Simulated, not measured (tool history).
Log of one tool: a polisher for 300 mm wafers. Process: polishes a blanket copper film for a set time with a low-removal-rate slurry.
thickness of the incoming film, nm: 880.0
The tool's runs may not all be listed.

run	hour	flow of slurry (ml/min)	pressure of the wafer on the pad (psi)	speed of the pad under the wafer (m/s)	abrasive content of the slurry	polishing time (s)	film removed (Å)
1	0.0	130	2.9	1.18	1.0	87	2543.7
2	2.4	130	2.9	0.88	1.0	87	1897.2
3	3.6	135	3.3	0.92	1.0	87	2237.8
4	11.5	135	3.6	0.98	1.0	87	2527.6
5	17.7	140	3.8	1.04	1.0	87	2857.3
6	23.3	140	4.0	1.08	1.0	87	3059.0

Run 7 comes next. What will it give?
7	30.0	140	4.1	1.12	1.0	87	?

film removed (Å): 3257.7
